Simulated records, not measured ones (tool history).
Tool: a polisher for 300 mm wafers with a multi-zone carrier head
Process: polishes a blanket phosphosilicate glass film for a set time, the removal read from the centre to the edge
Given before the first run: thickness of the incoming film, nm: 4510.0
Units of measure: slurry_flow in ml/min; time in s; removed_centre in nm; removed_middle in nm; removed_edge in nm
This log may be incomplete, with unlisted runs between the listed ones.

run,hour,slurry_flow,centre_zone,middle_zone,edge_zone,slurry_solids,time,removed_centre,removed_middle,removed_edge
1,0.0,150,1.00,1.00,1.00,1.00,67,618.05,570.66,570.87
2,7.5,150,1.05,1.00,1.00,1.00,67,661.25,569.62,552.55
3,16.1,140,1.00,0.98,0.97,0.90,63,548.97,494.22,494.03
4,25.0,140,1.06,0.98,0.97,0.90,63,579.06,496.56,490.73
5,30.1,130,1.00,0.97,0.96,0.80,61,493.37,432.73,439.74
# hour 33.5: centre zone pressure recalibrated
6,33.5,130,1.00,1.02,0.96,0.80,61,452.81,461.06,442.95
7,37.5,120,0.96,1.00,0.96,0.75,60,408.77,417.60,414.67
8,42.5,90,0.86,0.93,1.00,0.50,59,259.81,283.32,309.37
9,48.0,100,0.86,0.93,1.02,0.50,59,272.01,290.70,316.50
10,55.9,100,0.86,0.93,1.02,0.50,59,269.25,286.86,319.92
11,62.1,110,0.86,0.94,1.03,0.50,59,283.14,305.12,326.37
12,66.9,110,0.86,0.94,1.06,0.50,59,275.35,304.74,333.81
13,68.7,115,0.86,0.94,1.07,0.50,59,288.72,304.67,334.95
14,72.7,115,0.86,0.95,1.09,0.50,59,282.97,314.44,340.07
15,75.2,115,0.86,0.95,1.10,0.50,59,281.80,313.33,339.71

Expected results for the next run?
16,76.5,115,0.86,0.95,1.10,0.50,59,?,?,?

removed_centre: 287.06 nm
removed_middle: 308.48 nm
removed_edge: 336.46 nm
